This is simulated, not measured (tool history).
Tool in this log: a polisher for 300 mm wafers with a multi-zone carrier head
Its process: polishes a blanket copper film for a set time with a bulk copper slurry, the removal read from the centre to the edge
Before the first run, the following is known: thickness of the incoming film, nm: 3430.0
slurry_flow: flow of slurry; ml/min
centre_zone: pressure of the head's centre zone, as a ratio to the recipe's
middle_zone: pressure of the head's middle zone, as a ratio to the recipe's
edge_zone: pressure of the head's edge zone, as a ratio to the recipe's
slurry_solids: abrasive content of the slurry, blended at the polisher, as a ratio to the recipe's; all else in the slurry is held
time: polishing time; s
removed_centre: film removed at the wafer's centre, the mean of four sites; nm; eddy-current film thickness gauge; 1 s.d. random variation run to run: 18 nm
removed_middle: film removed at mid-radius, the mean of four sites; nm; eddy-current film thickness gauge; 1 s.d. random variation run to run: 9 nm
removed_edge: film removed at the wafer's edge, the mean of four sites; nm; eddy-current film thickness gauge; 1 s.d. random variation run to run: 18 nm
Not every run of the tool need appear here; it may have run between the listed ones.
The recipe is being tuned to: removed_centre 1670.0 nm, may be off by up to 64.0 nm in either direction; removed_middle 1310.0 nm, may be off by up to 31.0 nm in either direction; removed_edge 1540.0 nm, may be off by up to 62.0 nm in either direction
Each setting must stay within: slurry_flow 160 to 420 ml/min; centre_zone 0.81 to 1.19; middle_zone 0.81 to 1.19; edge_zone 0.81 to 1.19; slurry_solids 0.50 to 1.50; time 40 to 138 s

Run 1, hour 0.0: slurry_flow 270 ml/min, centre_zone 1.00, middle_zone 1.00, edge_zone 1.00, slurry_solids 1.00, time 88 s. Result: removed_centre 1036.5 nm, removed_middle 1038.3 nm, removed_edge 1073.2 nm.
Run 2, hour 1.7: slurry_flow 270 ml/min, centre_zone 1.00, middle_zone 1.00, edge_zone 1.07, slurry_solids 1.00, time 88 s. Result: removed_centre 1061.7 nm, removed_middle 1059.5 nm, removed_edge 1095.2 nm.
Run 3, hour 7.4: slurry_flow 270 ml/min, centre_zone 1.00, middle_zone 1.06, edge_zone 1.07, slurry_solids 1.00, time 88 s. Result: removed_centre 1061.8 nm, removed_middle 1093.2 nm, removed_edge 1106.0 nm.
Run 4, hour 15.7: slurry_flow 270 ml/min, centre_zone 1.02, middle_zone 1.03, edge_zone 1.09, slurry_solids 1.05, time 90 s. Result: removed_centre 1097.0 nm, removed_middle 1111.7 nm, removed_edge 1147.9 nm.
Run 5, hour 22.0: slurry_flow 235 ml/min, centre_zone 1.02, middle_zone 1.03, edge_zone 1.09, slurry_solids 1.05, time 90 s. Result: removed_centre 1105.9 nm, removed_middle 1097.8 nm, removed_edge 1146.2 nm.
Run 6, hour 26.6: slurry_flow 230 ml/min, centre_zone 1.04, middle_zone 1.01, edge_zone 1.09, slurry_solids 1.10, time 93 s. Result: removed_centre 1192.2 nm, removed_middle 1127.8 nm, removed_edge 1210.9 nm.
Run 7, hour 30.1: slurry_flow 225 ml/min, centre_zone 1.06, middle_zone 1.01, edge_zone 1.10, slurry_solids 1.15, time 94 s. Result: removed_centre 1231.6 nm, removed_middle 1144.6 nm, removed_edge 1242.0 nm.
Run 8, hour 38.5: slurry_flow 225 ml/min, centre_zone 1.06, middle_zone 1.01, edge_zone 1.10, slurry_solids 1.15, time 94 s. Result: removed_centre 1214.5 nm, removed_middle 1155.1 nm, removed_edge 1228.1 nm.
Run 9, hour 45.4: slurry_flow 220 ml/min, centre_zone 1.08, middle_zone 0.99, edge_zone 1.10, slurry_solids 1.20, time 96 s. Result: removed_centre 1293.7 nm, removed_middle 1181.6 nm, removed_edge 1259.1 nm.
Run 10, hour 47.1: slurry_flow 210 ml/min, centre_zone 1.09, middle_zone 0.97, edge_zone 1.11, slurry_solids 1.25, time 98 s. Result: removed_centre 1355.7 nm, removed_middle 1192.3 nm, removed_edge 1307.5 nm.
Run 11, hour 48.0: slurry_flow 205 ml/min, centre_zone 1.10, middle_zone 0.96, edge_zone 1.12, slurry_solids 1.30, time 99 s. Result: removed_centre 1385.1 nm, removed_middle 1209.8 nm, removed_edge 1348.0 nm.
Run 12, hour 53.5: slurry_flow 205 ml/min, centre_zone 1.11, middle_zone 0.95, edge_zone 1.13, slurry_solids 1.35, time 100 s. Result: removed_centre 1403.4 nm, removed_middle 1225.8 nm, removed_edge 1382.2 nm.
Run 13, hour 57.8: slurry_flow 200 ml/min, centre_zone 1.12, middle_zone 0.94, edge_zone 1.13, slurry_solids 1.35, time 101 s. Result: removed_centre 1418.1 nm, removed_middle 1226.1 nm, removed_edge 1393.1 nm.
Run 14, hour 58.5: slurry_flow 195 ml/min, centre_zone 1.13, middle_zone 0.93, edge_zone 1.13, slurry_solids 1.35, time 102 s. Result: removed_centre 1464.4 nm, removed_middle 1215.7 nm, removed_edge 1393.9 nm.

4 candidate next runs follow, results not yet known. Just one meets every target within its allowed miss. Identify it.
Run A, hour 59.2: slurry_flow 235 ml/min, centre_zone 1.19, middle_zone 0.90, edge_zone 1.15, slurry_solids 1.35, time 110 s. Result: removed_centre ?, removed_middle ?, removed_edge ?.
Run B, hour 59.2: slurry_flow 320 ml/min, centre_zone 1.04, middle_zone 1.15, edge_zone 1.14, slurry_solids 1.15, time 93 s. Result: removed_centre ?, removed_middle ?, removed_edge ?.
Run C, hour 59.2: slurry_flow 160 ml/min, centre_zone 1.03, middle_zone 0.81, edge_zone 1.18, slurry_solids 1.30, time 112 s. Result: removed_centre ?, removed_middle ?, removed_edge ?.
Run D, hour 59.2: slurry_flow 160 ml/min, centre_zone 1.11, middle_zone 1.01, edge_zone 1.15, slurry_solids 1.40, time 88 s. Result: removed_centre ?, removed_middle ?, removed_edge ?.

move  removed_centre  removed_middle  removed_edge
   A          1682.6          1301.0        1527.3
   B          1215.3          1282.2        1243.4
   C          1422.6          1188.0        1530.5
   D          1232.1          1112.4        1208.8
A: every result lands within tolerance
B: further off than the last run
C: further off than the last run
D: further off than the last run
Answer: A
